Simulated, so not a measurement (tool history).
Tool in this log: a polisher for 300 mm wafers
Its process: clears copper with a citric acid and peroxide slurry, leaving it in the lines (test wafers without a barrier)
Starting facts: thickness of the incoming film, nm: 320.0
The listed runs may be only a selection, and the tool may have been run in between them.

run  hour  flow of slurry (ml/min)  pressure of the wafer on the pad (psi)  speed of the pad under the wafer (m/s)  abrasive content of the slurry  overpolish time after the end point (s)  time until the end point was called (s)  dishing of a wide line in a test structure (Å)
  1   0.0                      155                                     2.5                                    1.28                            1.00                                       19                                   135.95                                          308.43
  2   4.6                      190                                     2.5                                    1.28                            1.00                                       19                                   131.34                                          310.71
  3   7.5                      190                                     1.9                                    1.28                            1.00                                       19                                   168.12                                          247.31
  4  13.0                      190                                     1.9                                    1.28                            1.00                                       18                                   169.00                                          238.95
  5  19.9                      190                                     1.9                                    1.28                            1.15                                       18                                   163.16                                          242.63
  6  21.5                      190                                     1.9                                    1.28                            1.15                                       10                                   162.65                                          144.71

Run 7 has not been measured yet. What should we expect?
  7  28.4                      180                                     1.9                                    1.28                            1.10                                       11                                        ?                                               ?

{"run 7": {"time until the end point was called (s)": 165.03, "dishing of a wide line in a test structure (Å)": 152.91}}
